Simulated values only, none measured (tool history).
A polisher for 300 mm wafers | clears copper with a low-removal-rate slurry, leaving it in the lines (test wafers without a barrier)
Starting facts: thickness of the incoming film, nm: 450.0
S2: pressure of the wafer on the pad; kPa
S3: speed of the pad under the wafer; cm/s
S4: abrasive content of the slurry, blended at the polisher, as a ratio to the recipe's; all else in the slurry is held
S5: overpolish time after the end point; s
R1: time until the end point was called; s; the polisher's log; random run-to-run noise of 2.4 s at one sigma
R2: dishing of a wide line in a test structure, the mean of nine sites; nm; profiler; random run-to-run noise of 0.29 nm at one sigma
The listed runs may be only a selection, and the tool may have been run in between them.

run 1 hour=0 | flow_of_slurry_(ml/min)=255 S2=27.6 S3=108 S4=1 S5=11 | R1=110.86 R2=24.34
run 2 hour=8.7 | flow_of_slurry_(ml/min)=255 S2=27.6 S3=108 S4=1 S5=8 | R1=110.79 R2=19.242
run 3 hour=16.7 | flow_of_slurry_(ml/min)=255 S2=24.1 S3=106 S4=1 S5=9 | R1=122.68 R2=19.389
run 4 hour=17.9 | flow_of_slurry_(ml/min)=255 S2=24.1 S3=132 S4=1 S5=9 | R1=101.26 R2=21.867
run 5 hour=18.9 | flow_of_slurry_(ml/min)=210 S2=24.1 S3=132 S4=1 S5=9 | R1=106.85 R2=21.743
run 6 hour=27.2 | flow_of_slurry_(ml/min)=270 S2=24.1 S3=132 S4=1 S5=9 | R1=104.93 R2=21.762

For run 7, what comes out?
run 7 hour=28.7 | flow_of_slurry_(ml/min)=265 S2=16.5 S3=122 S4=1 S5=13 | R1=? R2=?

R1: 160.34 s
R2: 20.682 nm
